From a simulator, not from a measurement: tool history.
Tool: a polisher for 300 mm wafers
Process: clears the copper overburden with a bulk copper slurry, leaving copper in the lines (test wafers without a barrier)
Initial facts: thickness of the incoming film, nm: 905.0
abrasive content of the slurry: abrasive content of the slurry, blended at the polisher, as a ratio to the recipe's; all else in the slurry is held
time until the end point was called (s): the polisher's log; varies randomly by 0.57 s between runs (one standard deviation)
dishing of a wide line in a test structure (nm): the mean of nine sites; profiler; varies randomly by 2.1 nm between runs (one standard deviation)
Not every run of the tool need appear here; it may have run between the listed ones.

run    day  flow of slurry (ml/min)  pressure of the wafer on the pad (psi)  speed of the pad under the wafer (m/s)  abrasive content of the slurry  overpolish time after the end point (s)  time until the end point was called (s)  dishing of a wide line in a test structure (nm)
  1  0.000                      125                                     3.3                                    1.20                             1.0                                       21                                   62.328                                           135.08
  2  0.075                      125                                     2.5                                    1.20                             1.0                                       21                                   78.687                                           114.45
  3  0.321                      125                                     2.5                                    0.94                             1.0                                       21                                   95.872                                           101.87
  4  0.512                      125                                     2.5                                    1.08                             1.0                                       21                                   85.678                                           106.08
  5  0.821                      125                                     3.3                                    1.08                             1.0                                       21                                   68.173                                           128.82
  6  1.158                      130                                     3.5                                    1.08                             1.0                                       20                                   64.647                                           129.43
  7  1.329                      130                                     3.7                                    1.10                             1.0                                       20                                   60.773                                           135.04
  8  1.504                      145                                     4.7                                    1.20                             1.0                                       19                                   43.231                                           156.56

Expected results for the next run?
  9  1.604                      145                                     4.7                                    1.22                             1.0                                       19                                        ?                                                ?

{"run 9": {"time until the end point was called (s)": 43.938, "dishing of a wide line in a test structure (nm)": 162.35}}

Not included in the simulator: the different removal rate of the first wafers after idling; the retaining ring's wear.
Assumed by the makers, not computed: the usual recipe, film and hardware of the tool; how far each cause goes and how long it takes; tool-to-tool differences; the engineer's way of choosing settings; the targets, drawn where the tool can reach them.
